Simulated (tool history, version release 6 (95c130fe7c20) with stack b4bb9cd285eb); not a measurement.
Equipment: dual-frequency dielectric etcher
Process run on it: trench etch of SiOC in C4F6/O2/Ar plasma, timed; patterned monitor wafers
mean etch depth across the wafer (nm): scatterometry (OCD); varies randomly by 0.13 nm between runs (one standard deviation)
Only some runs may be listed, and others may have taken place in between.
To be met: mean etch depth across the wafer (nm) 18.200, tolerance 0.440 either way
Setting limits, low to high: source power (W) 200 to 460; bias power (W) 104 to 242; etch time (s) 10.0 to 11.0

run,hour,source power (W),bias power (W),etch time (s),mean etch depth across the wafer (nm)
1,0.0,330,173,11.0,22.082
2,0.6,330,173,10.0,20.133
3,1.5,320,172,10.0,19.949
4,5.2,310,171,10.0,19.624
5,10.5,300,170,10.0,19.144
6,14.4,320,170,10.0,19.956
7,19.7,310,169,10.0,19.607
8,28.4,300,168,10.0,19.343
9,35.4,300,167,10.0,19.013
10,36.3,300,167,10.0,19.280
11,41.6,250,159,10.0,17.351

Next run, 5 choices. One meets every target within its allowed miss, the rest don't. Which?
A,46.9,230,156,10.0,?
B,46.9,230,158,10.0,?
C,46.9,230,169,10.0,?
D,46.9,210,143,10.5,?
E,46.9,270,162,10.0,?

move,mean etch depth across the wafer (nm)
A,16.508
B,16.555
C,16.805
D,16.261
E,17.981
A: lands further from the targets than the last run did
B: lands further from the targets than the last run did
C: lands further from the targets than the last run did
D: lands further from the targets than the last run did
E: each result inside its tolerance
E is the move that brings every result within its allowed miss.
